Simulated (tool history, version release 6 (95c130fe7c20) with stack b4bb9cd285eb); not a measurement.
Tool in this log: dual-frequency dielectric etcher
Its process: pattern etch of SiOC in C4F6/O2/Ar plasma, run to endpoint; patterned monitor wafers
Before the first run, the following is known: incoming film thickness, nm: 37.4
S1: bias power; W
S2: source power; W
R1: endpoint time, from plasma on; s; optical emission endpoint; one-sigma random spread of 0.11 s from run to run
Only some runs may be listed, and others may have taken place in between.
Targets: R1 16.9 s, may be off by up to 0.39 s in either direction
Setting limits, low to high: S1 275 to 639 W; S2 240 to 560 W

run 1 hour=0 | S1=457 S2=400 | R1=13.383
run 2 hour=2.1 | S1=533 S2=400 | R1=12.759
run 3 hour=10.5 | S1=485 S2=370 | R1=13.758
run 4 hour=13 | S1=429 S2=370 | R1=14.271
run 5 hour=13.8 | S1=429 S2=340 | R1=14.875
run 6 hour=21.4 | S1=403 S2=330 | R1=15.621
run 7 hour=24.1 | S1=387 S2=330 | R1=15.649
run 8 hour=30 | S1=370 S2=330 | R1=16.104
run 9 hour=31.7 | S1=361 S2=330 | R1=16.144
run 10 hour=37.2 | S1=352 S2=330 | R1=16.316
-- hour=38.9 bias power generator calibrated
run 11 hour=38.9 | S1=345 S2=330 | R1=15.815
run 12 hour=41.6 | S1=291 S2=270 | R1=19.024
run 13 hour=42.5 | S1=291 S2=270 | R1=18.932
run 14 hour=47.7 | S1=315 S2=270 | R1=18.624
run 15 hour=51.2 | S1=336 S2=270 | R1=18.151

Which of these 5 next moves meets every target?
run A hour=54.7 | S1=312 S2=290 | R1=?
run B hour=54.7 | S1=275 S2=260 | R1=?
run C hour=54.7 | S1=322 S2=310 | R1=?
run D hour=54.7 | S1=275 S2=280 | R1=?
run E hour=54.7 | S1=364 S2=320 | R1=?

move=A R1=17.792
move=B R1=19.758
move=C R1=16.948
move=D R1=18.857
move=E R1=16.036
A: nearer than the last run, and not there yet
B: the biggest miss grows against the last run
C: hits every target within its allowed miss
D: the biggest miss grows against the last run
E: carries the result that was furthest off beyond its target, to the other side
C meets every target.
